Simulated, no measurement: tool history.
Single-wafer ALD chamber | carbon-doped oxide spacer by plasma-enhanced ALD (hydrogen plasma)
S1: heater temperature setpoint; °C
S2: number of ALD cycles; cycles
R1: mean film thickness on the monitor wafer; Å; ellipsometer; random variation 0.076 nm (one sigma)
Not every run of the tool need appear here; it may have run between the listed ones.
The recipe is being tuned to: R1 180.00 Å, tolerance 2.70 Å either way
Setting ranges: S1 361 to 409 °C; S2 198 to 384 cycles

run	hour	S1	S2	R1
1	0.0	385	291	150.39
2	0.6	385	258	133.72
3	2.2	385	268	137.85
4	6.9	377	268	138.47
5	15.8	377	285	145.54
6	17.2	367	285	146.36
7	21.3	366	332	171.29
8	29.2	366	334	170.73
9	34.1	366	336	174.22
10	38.1	366	337	174.49
11	42.8	366	338	174.30
# hour 49.9: thermocouple changed; heater temperature recalibrated
12	49.9	366	339	175.39
13	51.1	366	340	175.29
14	51.8	366	341	175.42
15	57.8	366	342	175.15
16	59.8	366	342	175.35
17	60.6	366	343	176.32
18	67.3	366	343	178.41

Next run, 4 choices. One meets every target within its allowed miss, the rest don't. Which?
A	74.0	369	334	?
B	74.0	365	338	?
C	74.0	362	338	?
D	74.0	362	348	?

move	R1
A	172.04
B	174.10
C	174.10
D	179.25
A: lands further from the targets than the last run did
B: lands further from the targets than the last run did
C: lands further from the targets than the last run did
D: meets every target
Go with D: it meets all targets.
